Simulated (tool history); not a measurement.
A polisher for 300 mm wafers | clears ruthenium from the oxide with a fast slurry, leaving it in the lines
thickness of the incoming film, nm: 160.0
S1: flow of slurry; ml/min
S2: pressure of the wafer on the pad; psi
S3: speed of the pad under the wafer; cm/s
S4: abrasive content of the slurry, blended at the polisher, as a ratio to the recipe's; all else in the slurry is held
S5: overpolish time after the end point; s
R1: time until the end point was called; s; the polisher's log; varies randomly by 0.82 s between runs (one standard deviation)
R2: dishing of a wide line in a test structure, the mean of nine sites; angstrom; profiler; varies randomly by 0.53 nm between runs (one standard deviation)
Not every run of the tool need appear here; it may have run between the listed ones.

run,hour,S1,S2,S3,S4,S5,R1,R2
1,0.0,170,2.7,102,1.0,11,35.771,352.64
2,6.8,170,2.4,102,1.0,11,39.895,324.84
3,12.8,170,2.2,102,1.0,11,43.218,294.10
4,19.0,170,2.2,102,1.2,11,40.660,324.13
5,21.2,170,2.0,102,1.2,11,42.675,309.79
6,24.7,170,1.8,100,1.2,11,47.937,276.42
7,32.4,170,1.7,100,1.2,11,50.306,262.44

Predict the results of run 8:
8,40.0,170,1.6,100,1.2,11,?,?

Run 8 came out at R1 52.146 s, R2 257.00 angstrom.

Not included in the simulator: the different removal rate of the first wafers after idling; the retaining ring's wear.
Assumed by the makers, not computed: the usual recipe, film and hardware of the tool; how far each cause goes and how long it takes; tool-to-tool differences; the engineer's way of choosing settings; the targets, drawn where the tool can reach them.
